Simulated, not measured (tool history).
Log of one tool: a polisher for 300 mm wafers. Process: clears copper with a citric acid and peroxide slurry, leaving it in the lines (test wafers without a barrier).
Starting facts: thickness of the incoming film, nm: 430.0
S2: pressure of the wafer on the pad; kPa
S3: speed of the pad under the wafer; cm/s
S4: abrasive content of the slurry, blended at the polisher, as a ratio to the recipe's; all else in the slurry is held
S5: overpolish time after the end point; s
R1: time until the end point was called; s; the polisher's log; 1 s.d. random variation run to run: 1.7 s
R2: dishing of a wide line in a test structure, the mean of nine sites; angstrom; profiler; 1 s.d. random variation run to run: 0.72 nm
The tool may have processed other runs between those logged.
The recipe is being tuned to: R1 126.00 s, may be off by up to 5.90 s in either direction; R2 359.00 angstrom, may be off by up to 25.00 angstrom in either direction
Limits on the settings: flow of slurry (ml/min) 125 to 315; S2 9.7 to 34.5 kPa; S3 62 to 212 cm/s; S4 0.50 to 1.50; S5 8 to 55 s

Run 1, hour 0.0: flow of slurry (ml/min) 205, S2 22.1 kPa, S3 136 cm/s, S4 1.00, S5 28 s. Result: R1 135.51 s, R2 589.02 angstrom.
Run 2, hour 0.8: flow of slurry (ml/min) 205, S2 22.1 kPa, S3 136 cm/s, S4 1.10, S5 28 s. Result: R1 131.41 s, R2 575.39 angstrom.
Run 3, hour 4.1: flow of slurry (ml/min) 205, S2 25.5 kPa, S3 136 cm/s, S4 1.10, S5 28 s. Result: R1 116.14 s, R2 645.94 angstrom.
Run 4, hour 4.8: flow of slurry (ml/min) 245, S2 25.5 kPa, S3 136 cm/s, S4 1.10, S5 28 s. Result: R1 112.68 s, R2 656.28 angstrom.
Run 5, hour 9.9: flow of slurry (ml/min) 250, S2 24.8 kPa, S3 136 cm/s, S4 1.15, S5 24 s. Result: R1 113.36 s, R2 582.54 angstrom.
Run 6, hour 16.2: flow of slurry (ml/min) 280, S2 24.8 kPa, S3 136 cm/s, S4 1.15, S5 24 s. Result: R1 111.42 s, R2 571.39 angstrom.
Run 7, hour 23.2: flow of slurry (ml/min) 285, S2 24.1 kPa, S3 136 cm/s, S4 1.15, S5 21 s. Result: R1 115.90 s, R2 506.30 angstrom.
Run 8, hour 30.3: flow of slurry (ml/min) 285, S2 23.4 kPa, S3 136 cm/s, S4 1.15, S5 19 s. Result: R1 119.13 s, R2 462.95 angstrom.
Run 9, hour 38.0: flow of slurry (ml/min) 285, S2 22.8 kPa, S3 136 cm/s, S4 1.15, S5 17 s. Result: R1 120.72 s, R2 401.82 angstrom.

Exercise: of the 4 proposed moves below, exactly one satisfies all targets within the stated allowed misses. Which move is it?
Run A, hour 45.7: flow of slurry (ml/min) 275, S2 26.9 kPa, S3 132 cm/s, S4 1.10, S5 14 s. Result: R1 ?, R2 ?.
Run B, hour 45.7: flow of slurry (ml/min) 280, S2 25.5 kPa, S3 112 cm/s, S4 1.40, S5 17 s. Result: R1 ?, R2 ?.
Run C, hour 45.7: flow of slurry (ml/min) 290, S2 19.3 kPa, S3 182 cm/s, S4 0.95, S5 23 s. Result: R1 ?, R2 ?.
Run D, hour 45.7: flow of slurry (ml/min) 290, S2 23.4 kPa, S3 120 cm/s, S4 1.35, S5 15 s. Result: R1 ?, R2 ?.

move      R1      R2
   A  105.73  381.21
   B  118.66  406.77
   C  116.82  517.25
   D  123.13  353.31
A: gets the furthest-off result to its target, but another result is out of tolerance
B: the biggest miss grows against the last run
C: the biggest miss grows against the last run
D: all results land within tolerance of their targets
D meets every target.
